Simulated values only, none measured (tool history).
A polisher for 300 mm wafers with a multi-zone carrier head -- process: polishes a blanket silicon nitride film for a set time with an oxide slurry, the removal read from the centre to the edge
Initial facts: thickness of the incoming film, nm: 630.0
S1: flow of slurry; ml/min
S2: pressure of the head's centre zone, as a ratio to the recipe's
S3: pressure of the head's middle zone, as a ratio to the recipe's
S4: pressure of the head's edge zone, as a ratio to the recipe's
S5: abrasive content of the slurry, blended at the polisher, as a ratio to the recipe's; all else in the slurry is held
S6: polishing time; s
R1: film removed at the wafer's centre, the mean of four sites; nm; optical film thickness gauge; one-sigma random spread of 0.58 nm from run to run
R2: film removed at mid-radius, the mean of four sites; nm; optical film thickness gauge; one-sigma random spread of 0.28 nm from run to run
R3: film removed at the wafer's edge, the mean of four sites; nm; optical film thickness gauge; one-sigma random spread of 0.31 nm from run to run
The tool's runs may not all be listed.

| run | hour | S1 | S2 | S3 | S4 | S5 | S6 | R1 | R2 | R3 |
|---|---|---|---|---|---|---|---|---|---|---|
| 1 | 0.0 | 315 | 1.00 | 1.00 | 1.00 | 1.00 | 47 | 36.740 | 36.583 | 36.727 |
| 2 | 5.1 | 255 | 1.00 | 1.00 | 1.00 | 1.00 | 47 | 36.010 | 36.751 | 36.506 |
| 3 | 8.8 | 215 | 1.00 | 1.00 | 1.00 | 1.00 | 47 | 35.728 | 35.929 | 36.259 |
| 4 | 15.5 | 220 | 1.03 | 1.01 | 1.03 | 1.00 | 47 | 36.906 | 36.616 | 36.712 |
| 5 | 21.7 | 220 | 1.03 | 0.95 | 1.03 | 1.00 | 47 | 36.304 | 34.371 | 36.506 |
| 6 | 29.0 | 225 | 1.06 | 0.96 | 1.06 | 1.05 | 47 | 36.916 | 35.314 | 37.583 |
| 7 | 32.1 | 225 | 1.09 | 0.95 | 1.05 | 1.10 | 47 | 38.472 | 35.871 | 38.380 |
| 8 | 39.1 | 230 | 1.11 | 0.94 | 1.04 | 1.15 | 47 | 40.359 | 36.451 | 38.737 |
| 9 | 41.0 | 235 | 1.13 | 0.94 | 1.04 | 1.20 | 47 | 41.811 | 36.990 | 39.415 |
| 10 | 44.5 | 240 | 1.14 | 0.94 | 1.05 | 1.20 | 47 | 42.465 | 36.855 | 39.260 |
| 11 | 51.2 | 245 | 1.15 | 0.95 | 1.06 | 1.20 | 47 | 43.010 | 37.999 | 39.652 |

Run 12, settings as shown, results not yet in. Your forecast:
| 12 | 58.8 | 250 | 1.16 | 0.95 | 1.07 | 1.20 | 47 | ? | ? | ? |

R1: 42.975 nm
R2: 37.437 nm
R3: 40.443 nm
